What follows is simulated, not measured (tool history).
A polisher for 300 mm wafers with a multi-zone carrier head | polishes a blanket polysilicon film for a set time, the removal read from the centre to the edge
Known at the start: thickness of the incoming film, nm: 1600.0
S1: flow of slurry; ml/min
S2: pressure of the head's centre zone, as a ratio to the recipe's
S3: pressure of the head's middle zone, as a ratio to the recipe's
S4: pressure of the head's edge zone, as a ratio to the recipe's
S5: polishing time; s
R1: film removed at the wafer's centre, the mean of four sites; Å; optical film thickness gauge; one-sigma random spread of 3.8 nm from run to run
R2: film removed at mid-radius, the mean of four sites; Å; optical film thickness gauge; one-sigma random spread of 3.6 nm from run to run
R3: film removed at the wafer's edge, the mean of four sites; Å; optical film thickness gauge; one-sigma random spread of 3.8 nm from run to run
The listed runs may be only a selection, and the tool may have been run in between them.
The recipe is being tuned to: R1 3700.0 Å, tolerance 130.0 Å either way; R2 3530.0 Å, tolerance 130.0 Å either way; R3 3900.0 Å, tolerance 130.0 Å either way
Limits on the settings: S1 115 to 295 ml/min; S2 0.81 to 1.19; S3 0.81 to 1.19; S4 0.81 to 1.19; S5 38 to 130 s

{"run": 1, "hour": 0.0, "S1": 190, "S2": 1.0, "S3": 1.0, "S4": 1.0, "S5": 84, "R1": 4284.9, "R2": 4299.6, "R3": 4251.0}
{"run": 2, "hour": 4.8, "S1": 190, "S2": 1.0, "S3": 1.0, "S4": 1.03, "S5": 84, "R1": 4306.8, "R2": 4291.2, "R3": 4197.4}
{"run": 3, "hour": 12.5, "S1": 185, "S2": 0.99, "S3": 0.98, "S4": 1.03, "S5": 83, "R1": 4219.7, "R2": 4095.3, "R3": 4240.0}
{"run": 4, "hour": 16.5, "S1": 185, "S2": 0.99, "S3": 0.91, "S4": 1.03, "S5": 83, "R1": 4160.3, "R2": 3997.7, "R3": 4183.0}
{"run": 5, "hour": 19.1, "S1": 185, "S2": 0.99, "S3": 0.91, "S4": 1.03, "S5": 67, "R1": 3332.4, "R2": 3192.0, "R3": 3394.0}
{"run": 6, "hour": 28.1, "S1": 185, "S2": 0.99, "S3": 0.91, "S4": 1.03, "S5": 87, "R1": 4356.9, "R2": 4168.4, "R3": 4345.3}
{"run": 7, "hour": 31.0, "S1": 180, "S2": 0.98, "S3": 0.89, "S4": 1.03, "S5": 86, "R1": 4220.4, "R2": 4060.5, "R3": 4400.0}
{"run": 8, "hour": 39.0, "S1": 160, "S2": 0.96, "S3": 0.83, "S4": 0.93, "S5": 77, "R1": 3664.4, "R2": 3306.0, "R3": 3626.3}
{"run": 9, "hour": 45.0, "S1": 165, "S2": 0.96, "S3": 0.83, "S4": 0.94, "S5": 77, "R1": 3705.0, "R2": 3266.6, "R3": 3645.3}
{"run": 10, "hour": 47.0, "S1": 170, "S2": 0.96, "S3": 0.84, "S4": 0.95, "S5": 77, "R1": 3732.4, "R2": 3383.5, "R3": 3798.6}

Which one of the following 4 next-run settings gets every result inside its allowed miss? There is exactly one.
{"run": "A", "hour": 49.0, "S1": 155, "S2": 0.96, "S3": 0.81, "S4": 0.9, "S5": 78, "R1": "?", "R2": "?", "R3": "?"}
{"run": "B", "hour": 49.0, "S1": 185, "S2": 0.97, "S3": 0.81, "S4": 0.89, "S5": 82, "R1": "?", "R2": "?", "R3": "?"}
{"run": "C", "hour": 49.0, "S1": 180, "S2": 0.96, "S3": 0.97, "S4": 1.05, "S5": 71, "R1": "?", "R2": "?", "R3": "?"}
{"run": "D", "hour": 49.0, "S1": 120, "S2": 0.99, "S3": 0.92, "S4": 1.09, "S5": 79, "R1": "?", "R2": "?", "R3": "?"}

move=A R1=3656.6 R2=3233.0 R3=3630.9
move=B R1=3990.2 R2=3481.1 R3=3864.7
move=C R1=3409.3 R2=3486.0 R3=3602.5
move=D R1=3658.2 R2=3495.5 R3=3914.9
A: misses by more than the last run did
B: meets the target for the result that was furthest off, but another lies outside its allowed miss
C: meets the target for the result that was furthest off, but another lies outside its allowed miss
D: each result inside its tolerance
Go with D: it meets all targets.
